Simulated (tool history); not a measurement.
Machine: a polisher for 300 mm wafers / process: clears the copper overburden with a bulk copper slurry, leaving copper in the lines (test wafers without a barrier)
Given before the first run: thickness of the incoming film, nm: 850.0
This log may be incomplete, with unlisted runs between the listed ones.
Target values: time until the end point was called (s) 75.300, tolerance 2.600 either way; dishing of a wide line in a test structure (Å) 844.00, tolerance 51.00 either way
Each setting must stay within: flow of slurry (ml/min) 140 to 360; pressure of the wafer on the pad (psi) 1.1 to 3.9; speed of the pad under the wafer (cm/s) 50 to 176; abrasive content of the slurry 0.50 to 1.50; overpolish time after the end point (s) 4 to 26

| run | hour | flow of slurry (ml/min) | pressure of the wafer on the pad (psi) | speed of the pad under the wafer (cm/s) | abrasive content of the slurry | overpolish time after the end point (s) | time until the end point was called (s) | dishing of a wide line in a test structure (Å) |
|---|---|---|---|---|---|---|---|---|
| 1 | 0.0 | 230 | 2.5 | 112 | 1.00 | 13 | 94.285 | 617.32 |
| 2 | 2.2 | 230 | 2.6 | 112 | 1.00 | 13 | 90.682 | 649.39 |
| 3 | 9.6 | 230 | 2.7 | 112 | 1.00 | 13 | 88.904 | 643.11 |
| 4 | 15.2 | 230 | 2.8 | 112 | 1.00 | 14 | 86.399 | 701.71 |
| 5 | 17.9 | 230 | 2.4 | 112 | 1.00 | 14 | 97.047 | 632.65 |
| 6 | 24.3 | 230 | 2.4 | 112 | 1.00 | 20 | 98.459 | 791.40 |
| 7 | 32.6 | 235 | 2.6 | 112 | 1.00 | 19 | 89.870 | 822.65 |
| 8 | 39.2 | 260 | 3.0 | 114 | 1.00 | 16 | 79.896 | 803.66 |

Exactly one of the 5 candidate moves below puts every result within its allowed miss. Which one?
| A | 45.8 | 345 | 2.6 | 110 | 0.95 | 15 | ? | ? |
| B | 45.8 | 320 | 2.9 | 106 | 1.05 | 17 | ? | ? |
| C | 45.8 | 230 | 3.0 | 104 | 1.00 | 19 | ? | ? |
| D | 45.8 | 255 | 3.0 | 112 | 1.00 | 14 | ? | ? |
| E | 45.8 | 285 | 3.0 | 116 | 1.05 | 16 | ? | ? |

| move | time until the end point was called (s) | dishing of a wide line in a test structure (Å) |
|---|---|---|
| A | 89.535 | 708.83 |
| B | 82.018 | 835.70 |
| C | 84.807 | 885.17 |
| D | 79.277 | 747.36 |
| E | 75.195 | 854.35 |
A: its largest miss is bigger than the last run's
B: its largest miss is bigger than the last run's
C: its largest miss is bigger than the last run's
D: its largest miss is bigger than the last run's
E: in spec on every target
Answer: E
